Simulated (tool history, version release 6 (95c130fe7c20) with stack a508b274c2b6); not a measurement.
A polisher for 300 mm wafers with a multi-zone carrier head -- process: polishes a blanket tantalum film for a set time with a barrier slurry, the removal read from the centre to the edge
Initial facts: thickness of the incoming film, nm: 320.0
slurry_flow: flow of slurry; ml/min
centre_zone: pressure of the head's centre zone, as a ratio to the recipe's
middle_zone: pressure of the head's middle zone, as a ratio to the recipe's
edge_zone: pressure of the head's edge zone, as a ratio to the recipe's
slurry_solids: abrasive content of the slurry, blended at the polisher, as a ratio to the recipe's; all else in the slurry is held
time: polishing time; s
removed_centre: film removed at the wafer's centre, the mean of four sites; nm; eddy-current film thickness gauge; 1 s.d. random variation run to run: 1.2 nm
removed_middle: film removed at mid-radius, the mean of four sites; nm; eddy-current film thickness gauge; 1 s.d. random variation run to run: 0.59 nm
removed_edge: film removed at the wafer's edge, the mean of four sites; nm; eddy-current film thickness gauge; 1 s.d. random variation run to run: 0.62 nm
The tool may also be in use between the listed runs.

run 1 hour=0 | slurry_flow=185 centre_zone=1 middle_zone=1 edge_zone=1 slurry_solids=1 time=49 | removed_centre=74.871 removed_middle=72.819 removed_edge=73.426
run 2 hour=4.3 | slurry_flow=185 centre_zone=0.97 middle_zone=1 edge_zone=1 slurry_solids=1 time=49 | removed_centre=71.345 removed_middle=72.216 removed_edge=73.598
run 3 hour=10.7 | slurry_flow=200 centre_zone=0.99 middle_zone=0.99 edge_zone=1.05 slurry_solids=1.1 time=49 | removed_centre=75.13 removed_middle=73.616 removed_edge=77.009
run 4 hour=14.8 | slurry_flow=205 centre_zone=1 middle_zone=0.99 edge_zone=1.08 slurry_solids=1.2 time=50 | removed_centre=78.283 removed_middle=77.047 removed_edge=80.531
run 5 hour=23 | slurry_flow=215 centre_zone=1.01 middle_zone=0.98 edge_zone=1.1 slurry_solids=1.3 time=51 | removed_centre=84.631 removed_middle=79.828 removed_edge=85.129
run 6 hour=28.6 | slurry_flow=215 centre_zone=1.01 middle_zone=0.91 edge_zone=1.1 slurry_solids=1.3 time=51 | removed_centre=84.147 removed_middle=75.582 removed_edge=85.653

Run 7 is up next; what results do you expect?
run 7 hour=34.8 | slurry_flow=225 centre_zone=1.01 middle_zone=0.92 edge_zone=1.12 slurry_solids=1.35 time=51 | removed_centre=? removed_middle=? removed_edge=?

removed_centre: 81.628 nm
removed_middle: 76.731 nm
removed_edge: 86.73 nm

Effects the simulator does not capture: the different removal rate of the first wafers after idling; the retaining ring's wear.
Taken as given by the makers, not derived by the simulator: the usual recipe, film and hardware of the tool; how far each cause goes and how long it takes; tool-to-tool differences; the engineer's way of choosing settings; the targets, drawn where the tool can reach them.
